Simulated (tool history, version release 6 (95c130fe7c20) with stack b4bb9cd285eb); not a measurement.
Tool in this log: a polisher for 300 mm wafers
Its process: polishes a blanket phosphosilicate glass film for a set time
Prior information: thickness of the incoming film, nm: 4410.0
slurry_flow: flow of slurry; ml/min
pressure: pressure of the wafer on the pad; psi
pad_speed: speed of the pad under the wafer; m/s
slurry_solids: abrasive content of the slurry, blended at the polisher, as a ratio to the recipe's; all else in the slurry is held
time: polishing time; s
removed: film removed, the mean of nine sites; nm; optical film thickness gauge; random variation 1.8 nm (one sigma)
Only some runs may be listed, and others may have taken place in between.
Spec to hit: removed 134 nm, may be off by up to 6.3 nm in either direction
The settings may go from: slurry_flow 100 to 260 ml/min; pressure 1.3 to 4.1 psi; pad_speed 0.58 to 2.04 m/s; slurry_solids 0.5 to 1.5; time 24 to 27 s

run,hour,slurry_flow,pressure,pad_speed,slurry_solids,time,removed
1,0,165,2.7,1.3,1,27,179.66
2,5.4,165,2.5,1.3,1,27,174.7
3,9.2,165,2.5,1.3,1.15,27,184.62
4,10.7,165,2.5,1.1,1.15,27,169.23
5,15.9,205,2.5,1.1,1.15,27,171.76
6,22.5,205,3,1.1,1.15,27,196.89
7,28.3,205,2.8,1.08,1.15,27,184.35
8,34.5,205,2.6,1.06,1.15,27,175.41
9,40.5,205,2.4,1.04,1.15,27,163.8
10,44.8,205,2.3,1.02,1.15,27,156.93

Below are 5 possible settings for the next run. Only one of them brings all results inside the allowed miss of their targets. Which is it?
A,49.1,215,2.9,0.76,0.95,27,?
B,49.1,180,2.4,0.8,1.35,27,?
C,49.1,220,2.2,1,1,27,?
D,49.1,210,2.7,0.88,1.2,24,?
E,49.1,150,2.2,1.08,1.05,25,?

move,removed
A,145.9
B,146.97
C,143.53
D,146.13
E,133.21
A: better than the last run, though not everything is in spec
B: better than the last run, though not everything is in spec
C: better than the last run, though not everything is in spec
D: better than the last run, though not everything is in spec
E: every result within its allowed miss
Go with E: it meets all targets.

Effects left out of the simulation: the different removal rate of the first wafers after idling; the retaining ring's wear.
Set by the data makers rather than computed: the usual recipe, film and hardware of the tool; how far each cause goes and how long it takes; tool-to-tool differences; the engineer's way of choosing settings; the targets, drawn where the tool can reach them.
